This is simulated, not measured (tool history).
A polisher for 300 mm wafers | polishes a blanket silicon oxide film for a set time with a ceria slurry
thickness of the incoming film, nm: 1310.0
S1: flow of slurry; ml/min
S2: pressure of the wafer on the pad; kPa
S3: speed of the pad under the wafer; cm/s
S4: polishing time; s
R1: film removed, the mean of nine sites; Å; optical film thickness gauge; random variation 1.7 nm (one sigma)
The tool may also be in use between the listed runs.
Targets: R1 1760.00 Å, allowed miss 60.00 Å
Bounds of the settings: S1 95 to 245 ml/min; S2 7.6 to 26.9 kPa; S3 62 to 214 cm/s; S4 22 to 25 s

| run | hour | S1 | S2 | S3 | S4 | R1 |
|---|---|---|---|---|---|---|
| 1 | 0.0 | 155 | 17.2 | 138 | 25 | 1051.50 |
| 2 | 4.7 | 160 | 20.0 | 138 | 25 | 1242.10 |
| 3 | 12.8 | 160 | 20.0 | 104 | 25 | 1017.80 |
| 4 | 20.9 | 160 | 20.0 | 104 | 22 | 911.79 |
| 5 | 25.1 | 165 | 22.1 | 116 | 22 | 1065.30 |
| 6 | 27.5 | 165 | 23.4 | 132 | 22 | 1222.30 |
| 7 | 29.0 | 165 | 24.8 | 146 | 22 | 1396.30 |
| 8 | 35.1 | 170 | 25.5 | 154 | 22 | 1474.70 |

5 next moves are on the table. One of them brings every result within its allowed miss. Which?
| A | 41.2 | 180 | 26.9 | 178 | 24 | ? |
| B | 41.2 | 170 | 22.8 | 136 | 22 | ? |
| C | 41.2 | 185 | 26.9 | 168 | 25 | ? |
| D | 41.2 | 180 | 26.2 | 154 | 25 | ? |
| E | 41.2 | 190 | 22.8 | 126 | 22 | ? |

| move | R1 |
|---|---|
| A | 1877.00 |
| B | 1210.10 |
| C | 1886.80 |
| D | 1727.40 |
| E | 1173.80 |
A: takes the result that was furthest off past its target
B: further off than the last run
C: takes the result that was furthest off past its target
D: meets every target
E: further off than the last run
Answer: D
